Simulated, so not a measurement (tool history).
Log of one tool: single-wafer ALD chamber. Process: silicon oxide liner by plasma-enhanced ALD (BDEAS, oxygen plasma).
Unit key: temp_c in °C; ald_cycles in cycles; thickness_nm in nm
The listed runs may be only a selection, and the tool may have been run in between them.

run 1 hour=0 | temp_c=315 ald_cycles=83 | thickness_nm=7.8146
run 2 hour=6.3 | temp_c=325 ald_cycles=83 | thickness_nm=7.675
run 3 hour=7.3 | temp_c=325 ald_cycles=76 | thickness_nm=7.0598
run 4 hour=15.2 | temp_c=334 ald_cycles=76 | thickness_nm=6.9323
run 5 hour=19.1 | temp_c=334 ald_cycles=81 | thickness_nm=7.4117
run 6 hour=22.4 | temp_c=334 ald_cycles=80 | thickness_nm=7.2935
run 7 hour=23.3 | temp_c=334 ald_cycles=79 | thickness_nm=7.2208

Estimate the outcome of run 8 from the log above:
run 8 hour=26.2 | temp_c=334 ald_cycles=78 | thickness_nm=?

Run 8 measured thickness_nm 7.1119 nm.
